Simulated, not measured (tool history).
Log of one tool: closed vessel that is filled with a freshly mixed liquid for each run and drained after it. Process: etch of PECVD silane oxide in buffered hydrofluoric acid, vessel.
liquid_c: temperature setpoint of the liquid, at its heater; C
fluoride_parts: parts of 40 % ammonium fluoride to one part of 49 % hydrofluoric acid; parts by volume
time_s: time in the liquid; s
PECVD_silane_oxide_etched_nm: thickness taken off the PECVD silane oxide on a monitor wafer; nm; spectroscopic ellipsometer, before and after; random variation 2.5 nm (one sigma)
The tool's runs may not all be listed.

Run 1, day 0: liquid_c 20 C, fluoride_parts 9 parts by volume, time_s 90 s. Result: PECVD_silane_oxide_etched_nm 132.78 nm.
Run 2, day 0.383: liquid_c 22 C, fluoride_parts 8 parts by volume, time_s 90 s. Result: PECVD_silane_oxide_etched_nm 167.54 nm.
Run 3, day 0.688: liquid_c 24.5 C, fluoride_parts 8 parts by volume, time_s 90 s. Result: PECVD_silane_oxide_etched_nm 190.53 nm.
Run 4, day 0.883: liquid_c 27.5 C, fluoride_parts 8 parts by volume, time_s 90 s. Result: PECVD_silane_oxide_etched_nm 224.79 nm.
Run 5, day 0.975: liquid_c 27.5 C, fluoride_parts 8 parts by volume, time_s 90 s. Result: PECVD_silane_oxide_etched_nm 226.55 nm.
Run 6, day 1.25: liquid_c 28 C, fluoride_parts 8 parts by volume, time_s 90 s. Result: PECVD_silane_oxide_etched_nm 233.87 nm.

Run 7 comes next. What will it give?
Run 7, day 1.433: liquid_c 28 C, fluoride_parts 7.5 parts by volume, time_s 90 s. Result: PECVD_silane_oxide_etched_nm ?.

PECVD_silane_oxide_etched_nm: 248.43 nm
